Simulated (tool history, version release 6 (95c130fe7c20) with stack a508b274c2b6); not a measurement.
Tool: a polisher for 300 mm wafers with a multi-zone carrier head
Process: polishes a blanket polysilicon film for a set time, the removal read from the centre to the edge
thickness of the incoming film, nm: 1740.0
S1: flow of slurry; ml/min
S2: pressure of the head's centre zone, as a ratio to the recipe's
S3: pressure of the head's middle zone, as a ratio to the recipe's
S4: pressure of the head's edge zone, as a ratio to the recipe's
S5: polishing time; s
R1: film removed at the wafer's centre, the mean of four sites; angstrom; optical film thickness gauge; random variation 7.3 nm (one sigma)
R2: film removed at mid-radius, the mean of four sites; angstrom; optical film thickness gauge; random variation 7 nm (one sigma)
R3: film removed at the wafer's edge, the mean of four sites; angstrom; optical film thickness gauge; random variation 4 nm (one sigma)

run,day,S1,S2,S3,S4,S5,R1,R2,R3
1,0,180,1,1,1,52,4007.3,3765.4,3690.5
2,0.046,205,1,1,1,52,4247.7,3866.9,3686
3,0.325,205,1,1,1,44,3564,3326.7,3193.8
4,0.362,205,1,1,1.06,44,3548.5,3323.2,3219.5
5,0.396,170,1,1,1.06,44,3429.5,3207.1,3215.7
6,0.558,125,1,1,1.06,44,3225.6,2991.3,3035.8
7,0.633,125,1,1,1.06,44,3152.4,2940.5,3061.6
# day 0.696: centre zone pressure recalibrated
8,0.696,145,1.02,1.03,1.07,48,3456.6,3398.5,3407.4
9,0.954,170,1.04,1.04,1.04,52,3941.9,3846.3,3709.8

Run 10 comes next. What will it give?
10,1.217,190,1.06,1.05,1.03,55,?,?,?

R1: 4137.6 angstrom
R2: 4236.3 angstrom
R3: 3978.2 angstrom
